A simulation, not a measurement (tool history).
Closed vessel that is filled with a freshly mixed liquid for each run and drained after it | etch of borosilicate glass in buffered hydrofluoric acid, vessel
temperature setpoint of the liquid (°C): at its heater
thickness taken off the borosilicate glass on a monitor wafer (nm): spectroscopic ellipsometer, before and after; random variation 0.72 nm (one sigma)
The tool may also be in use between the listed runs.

| run | hour | temperature setpoint of the liquid (°C) | parts of 40 % ammonium fluoride to one part of 49 % hydrofluoric acid (parts by volume) | time in the liquid (s) | thickness taken off the borosilicate glass on a monitor wafer (nm) |
|---|---|---|---|---|---|
| 1 | 0.0 | 23.0 | 10.0 | 100 | 105.200 |
| 2 | 5.7 | 23.0 | 10.0 | 110 | 115.760 |
| 3 | 7.8 | 21.5 | 10.0 | 110 | 106.880 |
| 4 | 9.1 | 21.0 | 10.0 | 110 | 101.870 |
| 5 | 13.3 | 20.5 | 10.0 | 110 | 102.410 |
| 6 | 17.9 | 20.0 | 10.0 | 110 | 97.190 |
| 7 | 26.0 | 19.5 | 10.0 | 110 | 94.281 |
| 8 | 27.0 | 19.0 | 10.0 | 110 | 91.362 |
| 9 | 32.8 | 18.0 | 10.5 | 110 | 83.254 |

The next listed run, before its measurement:
| 10 | 38.1 | 17.5 | 11.0 | 110 | ? |

{"run 10": {"thickness taken off the borosilicate glass on a monitor wafer (nm)": 77.664}}
